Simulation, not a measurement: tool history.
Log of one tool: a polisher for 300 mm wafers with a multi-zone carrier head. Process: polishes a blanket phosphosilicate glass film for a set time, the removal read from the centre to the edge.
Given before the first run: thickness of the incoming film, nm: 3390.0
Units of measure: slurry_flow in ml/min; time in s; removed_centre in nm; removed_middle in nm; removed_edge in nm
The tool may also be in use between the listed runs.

{"run": 1, "hour": 0.0, "slurry_flow": 215, "centre_zone": 1.0, "middle_zone": 1.0, "edge_zone": 1.0, "slurry_solids": 1.0, "time": 81, "removed_centre": 416.31, "removed_middle": 419.96, "removed_edge": 416.31}
{"run": 2, "hour": 4.6, "slurry_flow": 215, "centre_zone": 1.07, "middle_zone": 1.0, "edge_zone": 1.0, "slurry_solids": 1.0, "time": 81, "removed_centre": 456.57, "removed_middle": 419.33, "removed_edge": 420.43}
{"run": 3, "hour": 7.7, "slurry_flow": 215, "centre_zone": 1.07, "middle_zone": 0.97, "edge_zone": 1.0, "slurry_solids": 1.0, "time": 81, "removed_centre": 438.65, "removed_middle": 409.82, "removed_edge": 417.4}
{"run": 4, "hour": 14.0, "slurry_flow": 215, "centre_zone": 1.07, "middle_zone": 0.97, "edge_zone": 1.03, "slurry_solids": 1.0, "time": 81, "removed_centre": 445.03, "removed_middle": 407.31, "removed_edge": 425.82}
{"run": 5, "hour": 20.5, "slurry_flow": 215, "centre_zone": 1.07, "middle_zone": 0.97, "edge_zone": 1.03, "slurry_solids": 0.95, "time": 81, "removed_centre": 441.31, "removed_middle": 402.59, "removed_edge": 407.14}
{"run": 6, "hour": 27.5, "slurry_flow": 215, "centre_zone": 1.01, "middle_zone": 0.97, "edge_zone": 1.03, "slurry_solids": 0.95, "time": 81, "removed_centre": 417.01, "removed_middle": 400.02, "removed_edge": 413.36}

The next listed run, before its measurement:
{"run": 7, "hour": 30.1, "slurry_flow": 190, "centre_zone": 0.94, "middle_zone": 1.0, "edge_zone": 1.04, "slurry_solids": 1.0, "time": 80, "removed_centre": "?", "removed_middle": "?", "removed_edge": "?"}

For run 7 the tool returned removed_centre 381.59 nm, removed_middle 406.81 nm, removed_edge 414.45 nm.
